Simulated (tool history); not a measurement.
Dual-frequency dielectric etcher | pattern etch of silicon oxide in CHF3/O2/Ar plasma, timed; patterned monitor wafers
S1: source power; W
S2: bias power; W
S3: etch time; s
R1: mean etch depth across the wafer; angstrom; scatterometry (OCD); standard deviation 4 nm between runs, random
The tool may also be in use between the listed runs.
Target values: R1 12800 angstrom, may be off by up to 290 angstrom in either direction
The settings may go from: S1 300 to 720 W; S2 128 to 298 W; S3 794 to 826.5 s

{"run": 1, "day": 0.0, "S1": 510, "S2": 213, "S3": 794, "R1": 16624}
{"run": 2, "day": 0.296, "S1": 510, "S2": 182, "S3": 794, "R1": 15673}
{"run": 3, "day": 0.488, "S1": 450, "S2": 182, "S3": 794, "R1": 14580}
{"run": 4, "day": 0.771, "S1": 450, "S2": 182, "S3": 794, "R1": 14582}
{"run": 5, "day": 0.892, "S1": 410, "S2": 180, "S3": 794, "R1": 13736}
{"run": 6, "day": 1.208, "S1": 410, "S2": 211, "S3": 794, "R1": 14530}
{"run": 7, "day": 1.583, "S1": 310, "S2": 176, "S3": 794, "R1": 10963}
{"run": 8, "day": 1.908, "S1": 340, "S2": 177, "S3": 794, "R1": 12046}
{"run": 9, "day": 2.242, "S1": 350, "S2": 177, "S3": 794, "R1": 12301}

5 next moves are on the table. One of them brings every result within its allowed miss. Which?
{"run": "A", "day": 2.575, "S1": 320, "S2": 185, "S3": 799, "R1": "?"}
{"run": "B", "day": 2.575, "S1": 330, "S2": 178, "S3": 826.5, "R1": "?"}
{"run": "C", "day": 2.575, "S1": 340, "S2": 183, "S3": 794, "R1": "?"}
{"run": "D", "day": 2.575, "S1": 350, "S2": 137, "S3": 826.5, "R1": "?"}
{"run": "E", "day": 2.575, "S1": 370, "S2": 172, "S3": 799.5, "R1": "?"}

move=A R1=11633
move=B R1=12226
move=C R1=12208
move=D R1=11645
move=E R1=12732
A: misses by more than the last run did
B: misses by more than the last run did
C: misses by more than the last run did
D: misses by more than the last run did
E: each result inside its tolerance
Go with E: it meets all targets.
